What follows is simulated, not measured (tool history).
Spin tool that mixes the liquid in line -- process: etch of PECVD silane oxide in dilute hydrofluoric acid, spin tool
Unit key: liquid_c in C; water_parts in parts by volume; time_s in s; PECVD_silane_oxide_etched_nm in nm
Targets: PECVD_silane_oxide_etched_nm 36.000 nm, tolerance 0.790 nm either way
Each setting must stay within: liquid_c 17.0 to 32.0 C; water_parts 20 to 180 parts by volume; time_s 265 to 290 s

run 1 day=0.000 | liquid_c=24.0 water_parts=100 time_s=265 | PECVD_silane_oxide_etched_nm=50.120
run 2 day=0.146 | liquid_c=25.5 water_parts=100 time_s=265 | PECVD_silane_oxide_etched_nm=53.598
run 3 day=0.175 | liquid_c=25.5 water_parts=100 time_s=290 | PECVD_silane_oxide_etched_nm=58.761
run 4 day=0.379 | liquid_c=23.5 water_parts=105 time_s=290 | PECVD_silane_oxide_etched_nm=51.039
run 5 day=0.429 | liquid_c=23.5 water_parts=105 time_s=265 | PECVD_silane_oxide_etched_nm=46.885
run 6 day=0.721 | liquid_c=23.5 water_parts=105 time_s=265 | PECVD_silane_oxide_etched_nm=46.503
run 7 day=1.038 | liquid_c=22.0 water_parts=105 time_s=265 | PECVD_silane_oxide_etched_nm=44.276
run 8 day=1.096 | liquid_c=21.0 water_parts=105 time_s=265 | PECVD_silane_oxide_etched_nm=42.272
run 9 day=1.433 | liquid_c=20.0 water_parts=105 time_s=265 | PECVD_silane_oxide_etched_nm=40.475

Which single option among these 4 for the next run brings every result within its allowed miss of target? Just one does.
run A day=1.771 | liquid_c=17.5 water_parts=110 time_s=290 | PECVD_silane_oxide_etched_nm=?
run B day=1.771 | liquid_c=20.5 water_parts=125 time_s=265 | PECVD_silane_oxide_etched_nm=?
run C day=1.771 | liquid_c=18.5 water_parts=110 time_s=265 | PECVD_silane_oxide_etched_nm=?
run D day=1.771 | liquid_c=17.5 water_parts=110 time_s=265 | PECVD_silane_oxide_etched_nm=?

move=A PECVD_silane_oxide_etched_nm=38.085
move=B PECVD_silane_oxide_etched_nm=34.086
move=C PECVD_silane_oxide_etched_nm=36.279
move=D PECVD_silane_oxide_etched_nm=34.802
A: an improvement on the last run, though not all results are within tolerance
B: pushes the last run's worst result past its target
C: meets every target
D: pushes the last run's worst result past its target
C meets every target.

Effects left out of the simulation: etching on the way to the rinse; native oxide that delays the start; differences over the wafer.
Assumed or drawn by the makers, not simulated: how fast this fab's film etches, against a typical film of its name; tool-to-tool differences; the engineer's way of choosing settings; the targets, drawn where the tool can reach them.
